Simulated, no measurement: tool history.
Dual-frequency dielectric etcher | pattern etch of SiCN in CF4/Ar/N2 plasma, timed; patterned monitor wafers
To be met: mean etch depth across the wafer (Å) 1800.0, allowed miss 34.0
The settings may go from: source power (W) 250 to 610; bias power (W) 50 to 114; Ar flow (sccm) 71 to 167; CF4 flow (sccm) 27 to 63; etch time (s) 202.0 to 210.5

| run | hour | source power (W) | bias power (W) | Ar flow (sccm) | CF4 flow (sccm) | etch time (s) | mean etch depth across the wafer (Å) |
|---|---|---|---|---|---|---|---|
| 1 | 0.0 | 430 | 82 | 119 | 45 | 202.0 | 1608.6 |
| 2 | 1.3 | 460 | 82 | 119 | 45 | 202.0 | 1669.2 |
| 3 | 9.0 | 460 | 82 | 110 | 45 | 202.0 | 1690.5 |
| 4 | 9.5 | 460 | 82 | 110 | 45 | 202.0 | 1713.1 |
| 5 | 11.4 | 470 | 82 | 110 | 45 | 202.0 | 1731.1 |
| 6 | 18.1 | 470 | 82 | 110 | 39 | 202.0 | 1693.5 |
| 7 | 26.2 | 480 | 82 | 110 | 39 | 202.0 | 1695.9 |
| 8 | 27.8 | 490 | 82 | 110 | 39 | 202.0 | 1730.4 |
| 9 | 30.1 | 500 | 82 | 110 | 39 | 202.0 | 1744.0 |

Which of these 5 next moves meets every target?
| A | 32.4 | 520 | 77 | 118 | 48 | 203.0 | ? |
| B | 32.4 | 440 | 101 | 119 | 34 | 206.0 | ? |
| C | 32.4 | 470 | 87 | 122 | 40 | 205.0 | ? |
| D | 32.4 | 470 | 89 | 123 | 37 | 203.0 | ? |
| E | 32.4 | 480 | 81 | 110 | 41 | 202.0 | ? |

| move | mean etch depth across the wafer (Å) |
|---|---|
| A | 1781.9 |
| B | 1724.0 |
| C | 1711.1 |
| D | 1688.5 |
| E | 1701.5 |
A: meets every target
B: further off than the last run
C: further off than the last run
D: further off than the last run
E: further off than the last run
Answer: A
